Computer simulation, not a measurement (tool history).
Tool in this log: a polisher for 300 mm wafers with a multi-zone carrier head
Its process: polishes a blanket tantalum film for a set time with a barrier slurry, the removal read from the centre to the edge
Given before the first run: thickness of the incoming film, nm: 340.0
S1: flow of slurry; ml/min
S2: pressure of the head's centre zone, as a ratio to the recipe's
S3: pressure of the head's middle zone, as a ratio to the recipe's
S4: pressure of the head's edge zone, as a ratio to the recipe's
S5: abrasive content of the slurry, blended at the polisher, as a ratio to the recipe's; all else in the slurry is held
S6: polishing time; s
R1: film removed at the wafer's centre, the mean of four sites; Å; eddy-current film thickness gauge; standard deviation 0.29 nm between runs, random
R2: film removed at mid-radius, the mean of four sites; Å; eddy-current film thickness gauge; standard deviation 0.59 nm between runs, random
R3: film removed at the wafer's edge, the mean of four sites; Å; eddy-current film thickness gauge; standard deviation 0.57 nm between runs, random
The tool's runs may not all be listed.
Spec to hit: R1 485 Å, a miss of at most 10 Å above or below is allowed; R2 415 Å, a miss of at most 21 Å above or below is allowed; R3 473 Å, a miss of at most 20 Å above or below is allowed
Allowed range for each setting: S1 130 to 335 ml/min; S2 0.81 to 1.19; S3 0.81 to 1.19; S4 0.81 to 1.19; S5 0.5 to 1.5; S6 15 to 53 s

run  hour   S1    S2    S3    S4    S5  S6      R1      R2      R3
  1     0  215     1     1     1     1  34  679.75  655.48  686.31
  2   6.8  255     1     1     1     1  34  701.95  673.25  698.83
  3  12.8  255     1     1     1     1  30  611.17     599  613.64
  4  19.6  305     1     1     1     1  30  626.05  603.42  608.26
  5  20.4  310  0.99  0.95  0.99  0.85  29  561.25  519.29  555.81
  6  21.2  310  0.99  0.95  0.96  0.85  29   565.5  543.73  552.23
  7  26.4  315  0.99  0.92  0.96  0.75  29   522.4  493.73  520.95
  8  27.4  315     1  0.89  0.95   0.7  29  510.15  463.65  506.14
  9  34.3  310     1  0.87  0.93   0.7  29  520.36  451.26  500.77
 10  38.5  305  0.99  0.86  0.92   0.7  29  516.35  452.81  493.17
 11  39.4  300  0.98  0.85  0.92   0.7  29  510.46  442.48  484.44
 12  41.9  295  0.97  0.84  0.93   0.7  29  499.37  441.74  493.79
 13  45.1  290  0.97  0.83  0.93   0.7  29  496.59  438.27  493.62
 14  45.7  290  0.97  0.82  0.93   0.7  29  501.76  431.99  495.06
 15  46.5  290  0.97  0.82  0.92   0.7  29  501.58  432.87  498.29

Pick the move, out of 4, that brings all results within their allowed miss; only one does.
  A  47.3  255  0.95  0.81  1.16  0.55  33   ?   ?   ?
  B  47.3  270  1.13  0.83  0.98  0.75  26   ?   ?   ?
  C  47.3  335  0.96  0.91  0.86   0.8  27   ?   ?   ?
  D  47.3  305  0.97  0.81  0.88  0.65  29   ?   ?   ?

move      R1      R2      R3
   A  468.12  414.92  538.87
   B  516.53  403.96   478.1
   C  493.79  472.44  491.85
   D  475.43  413.77  475.98
A: the result that was furthest off in the last run now lies on the other side of its target
B: lands further from the targets than the last run did
C: the worst result of the last run now meets its target, but another is out of spec
D: every result within its allowed miss
The move that meets every target is D.
